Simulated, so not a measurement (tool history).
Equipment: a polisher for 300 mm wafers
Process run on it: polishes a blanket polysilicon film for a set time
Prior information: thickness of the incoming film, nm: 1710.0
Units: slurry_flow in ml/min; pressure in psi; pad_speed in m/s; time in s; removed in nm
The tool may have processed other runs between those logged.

Run 1, hour 0.0: slurry_flow 190 ml/min, pressure 3.4 psi, pad_speed 1.12 m/s, time 47 s. Result: removed 509.63 nm.
Run 2, hour 8.8: slurry_flow 190 ml/min, pressure 3.4 psi, pad_speed 1.12 m/s, time 47 s. Result: removed 510.72 nm.
Run 3, hour 16.9: slurry_flow 190 ml/min, pressure 3.4 psi, pad_speed 1.12 m/s, time 47 s. Result: removed 511.86 nm.
Run 4, hour 19.0: slurry_flow 215 ml/min, pressure 3.4 psi, pad_speed 1.12 m/s, time 47 s. Result: removed 529.90 nm.
Run 5, hour 24.8: slurry_flow 240 ml/min, pressure 3.4 psi, pad_speed 1.12 m/s, time 47 s. Result: removed 533.58 nm.
Run 6, hour 27.5: slurry_flow 240 ml/min, pressure 3.4 psi, pad_speed 1.36 m/s, time 47 s. Result: removed 615.68 nm.
Run 7, hour 32.4: slurry_flow 240 ml/min, pressure 3.7 psi, pad_speed 1.36 m/s, time 47 s. Result: removed 670.44 nm.
Run 8, hour 40.1: slurry_flow 240 ml/min, pressure 4.0 psi, pad_speed 1.36 m/s, time 47 s. Result: removed 734.50 nm.

For run 9, what comes out?
At hour 43.1: slurry nozzle cleaned.
Run 9, hour 43.1: slurry_flow 240 ml/min, pressure 4.0 psi, pad_speed 1.36 m/s, time 47 s. Result: removed ?.

{"run 9": {"removed": 783.75}}

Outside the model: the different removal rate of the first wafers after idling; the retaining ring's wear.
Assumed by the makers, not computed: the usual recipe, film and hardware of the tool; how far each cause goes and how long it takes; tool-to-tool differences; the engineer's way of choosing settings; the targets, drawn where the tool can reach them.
